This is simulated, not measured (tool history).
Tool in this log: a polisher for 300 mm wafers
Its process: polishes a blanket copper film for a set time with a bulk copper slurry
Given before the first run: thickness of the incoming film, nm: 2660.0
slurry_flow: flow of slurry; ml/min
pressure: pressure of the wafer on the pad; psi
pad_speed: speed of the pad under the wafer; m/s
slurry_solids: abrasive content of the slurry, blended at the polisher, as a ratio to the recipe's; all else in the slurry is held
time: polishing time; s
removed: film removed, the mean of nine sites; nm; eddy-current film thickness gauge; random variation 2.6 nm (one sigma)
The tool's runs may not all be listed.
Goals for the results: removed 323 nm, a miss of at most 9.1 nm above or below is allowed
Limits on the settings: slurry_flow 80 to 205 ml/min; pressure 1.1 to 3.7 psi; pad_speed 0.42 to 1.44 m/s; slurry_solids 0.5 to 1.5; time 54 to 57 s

run,hour,slurry_flow,pressure,pad_speed,slurry_solids,time,removed
1,0,135,2.4,0.92,1,54,426.99
2,4.1,130,2.3,0.92,1,54,414.35
3,6.1,130,2.3,0.78,1,54,367.16
4,6.9,130,2.2,0.78,1,54,354.94
5,12.4,125,2.1,0.78,1,54,339.21
6,13.9,125,2.6,0.78,1,54,409.95
7,20.8,125,2.5,0.78,1,54,398.87
8,23.6,125,2.4,0.78,1,54,382.45
9,24.9,125,2.3,0.78,1,54,368.8
10,30.8,125,2.2,0.78,1,54,357.43
11,34.6,125,2.1,0.78,1,54,341.32

4 next moves are on the table. One of them brings every result within its allowed miss. Which?
A,38.4,105,2.1,0.88,0.8,56,?
B,38.4,85,1.9,0.86,1.15,57,?
C,38.4,125,1.9,1.06,0.7,57,?
D,38.4,105,2,0.76,0.95,57,?

move,removed
A,356.43
B,348.3
C,371.13
D,329.87
A: further off than the last run
B: further off than the last run
C: further off than the last run
D: hits every target within its allowed miss
Go with D: it meets all targets.
